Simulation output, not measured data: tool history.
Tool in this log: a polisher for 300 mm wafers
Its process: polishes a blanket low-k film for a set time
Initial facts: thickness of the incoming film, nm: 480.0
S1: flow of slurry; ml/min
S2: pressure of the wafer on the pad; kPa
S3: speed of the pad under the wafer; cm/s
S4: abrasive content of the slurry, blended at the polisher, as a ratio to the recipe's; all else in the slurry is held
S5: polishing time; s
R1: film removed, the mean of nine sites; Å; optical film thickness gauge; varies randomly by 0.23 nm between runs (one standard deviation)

run,hour,S1,S2,S3,S4,S5,R1
1,0,175,13.1,118,1,85,353.76
2,4.4,175,13.1,118,0.8,85,300.63
3,5.8,175,13.1,118,0.9,85,325.08
4,7.9,175,13.1,118,0.75,85,280.95
5,14,175,13.1,104,0.75,85,254.6
6,22.9,175,11.7,104,0.75,85,232.35
7,26.6,175,11,104,0.75,85,217.83

What does the tool deliver on the next run?
8,33.3,175,10.3,104,0.75,85,?

Run 8 yielded R1 206.79 Å.

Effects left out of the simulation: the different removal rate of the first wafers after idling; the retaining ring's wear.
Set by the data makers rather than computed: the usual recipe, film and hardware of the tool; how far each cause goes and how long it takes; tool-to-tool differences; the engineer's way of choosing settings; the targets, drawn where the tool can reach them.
